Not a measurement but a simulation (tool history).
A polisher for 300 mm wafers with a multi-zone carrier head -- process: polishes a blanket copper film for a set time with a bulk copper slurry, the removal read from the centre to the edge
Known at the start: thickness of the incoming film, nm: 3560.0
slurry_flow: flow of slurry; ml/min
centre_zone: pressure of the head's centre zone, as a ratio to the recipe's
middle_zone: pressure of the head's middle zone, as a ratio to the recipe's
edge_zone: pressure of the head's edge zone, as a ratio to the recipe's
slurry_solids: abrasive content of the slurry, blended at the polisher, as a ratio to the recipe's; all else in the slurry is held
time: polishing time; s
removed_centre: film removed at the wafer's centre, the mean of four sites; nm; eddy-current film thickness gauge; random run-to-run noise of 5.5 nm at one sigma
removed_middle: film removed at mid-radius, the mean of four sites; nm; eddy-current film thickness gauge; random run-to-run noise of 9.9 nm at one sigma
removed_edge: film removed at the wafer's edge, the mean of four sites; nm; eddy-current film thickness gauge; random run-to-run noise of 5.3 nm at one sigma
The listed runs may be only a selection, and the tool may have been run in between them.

run	hour	slurry_flow	centre_zone	middle_zone	edge_zone	slurry_solids	time	removed_centre	removed_middle	removed_edge
1	0.0	260	1.00	1.00	1.00	1.0	71	882.88	839.94	883.77
2	8.0	250	0.96	0.99	1.00	1.0	71	827.79	814.24	890.80
3	15.6	240	0.94	0.99	0.99	1.0	71	819.32	810.72	877.57
4	18.1	235	0.91	0.99	0.99	1.0	71	779.87	814.36	878.74
5	27.0	235	0.91	1.07	0.99	1.0	71	792.07	895.30	874.05
6	29.3	230	0.89	1.05	0.99	1.0	71	767.93	844.84	874.81

The next listed run, before its measurement:
7	33.9	225	0.88	1.04	0.99	1.0	71	?	?	?

Run 7 gave removed_centre 747.63 nm, removed_middle 851.79 nm, removed_edge 862.88 nm.

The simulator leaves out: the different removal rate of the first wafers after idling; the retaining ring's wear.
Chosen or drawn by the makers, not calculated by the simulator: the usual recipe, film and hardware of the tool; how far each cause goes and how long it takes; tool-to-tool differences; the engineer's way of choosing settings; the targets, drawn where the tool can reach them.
